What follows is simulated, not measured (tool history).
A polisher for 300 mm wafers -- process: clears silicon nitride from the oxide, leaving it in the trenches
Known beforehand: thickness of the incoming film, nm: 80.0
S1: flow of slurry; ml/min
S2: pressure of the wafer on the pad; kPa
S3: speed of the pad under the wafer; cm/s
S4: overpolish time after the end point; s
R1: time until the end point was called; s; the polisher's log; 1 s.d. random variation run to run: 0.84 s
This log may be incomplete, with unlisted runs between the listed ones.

{"run": 1, "hour": 0.0, "S1": 275, "S2": 14.5, "S3": 118, "S4": 5, "R1": 137.74}
{"run": 2, "hour": 3.1, "S1": 275, "S2": 15.2, "S3": 118, "S4": 5, "R1": 131.2}
{"run": 3, "hour": 9.0, "S1": 275, "S2": 15.9, "S3": 118, "S4": 5, "R1": 128.48}
{"run": 4, "hour": 18.0, "S1": 275, "S2": 16.5, "S3": 118, "S4": 5, "R1": 121.35}
{"hour": 26.3, "done": "worn pad replaced by a new one"}
{"run": 5, "hour": 26.3, "S1": 275, "S2": 17.2, "S3": 118, "S4": 5, "R1": 110.95}
{"run": 6, "hour": 29.1, "S1": 275, "S2": 14.5, "S3": 118, "S4": 5, "R1": 130.88}
{"run": 7, "hour": 36.5, "S1": 275, "S2": 15.2, "S3": 118, "S4": 5, "R1": 123.66}
{"run": 8, "hour": 37.2, "S1": 275, "S2": 15.9, "S3": 118, "S4": 5, "R1": 119.3}

Expected results for the next run?
{"run": 9, "hour": 37.9, "S1": 275, "S2": 16.5, "S3": 118, "S4": 5, "R1": "?"}

{"run 9": {"R1": 114.45}}
